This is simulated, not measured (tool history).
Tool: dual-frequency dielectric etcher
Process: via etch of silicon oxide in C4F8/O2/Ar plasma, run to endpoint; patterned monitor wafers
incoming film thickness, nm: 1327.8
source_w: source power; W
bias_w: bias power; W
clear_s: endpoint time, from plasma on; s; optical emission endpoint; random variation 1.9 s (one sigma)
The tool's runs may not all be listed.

run 1 hour=0 | source_w=2540 bias_w=2598 | clear_s=223.13
run 2 hour=5.5 | source_w=2310 bias_w=2598 | clear_s=238.64
run 3 hour=6.7 | source_w=2310 bias_w=2150 | clear_s=252.54
run 4 hour=13.1 | source_w=2310 bias_w=2452 | clear_s=240.81
run 5 hour=13.8 | source_w=2170 bias_w=2422 | clear_s=250.91
run 6 hour=15.2 | source_w=2170 bias_w=2874 | clear_s=240.6

Run 7 comes next. What will it give?
run 7 hour=17.7 | source_w=2040 bias_w=2847 | clear_s=?

Run 7 gave clear_s 251.01 s.

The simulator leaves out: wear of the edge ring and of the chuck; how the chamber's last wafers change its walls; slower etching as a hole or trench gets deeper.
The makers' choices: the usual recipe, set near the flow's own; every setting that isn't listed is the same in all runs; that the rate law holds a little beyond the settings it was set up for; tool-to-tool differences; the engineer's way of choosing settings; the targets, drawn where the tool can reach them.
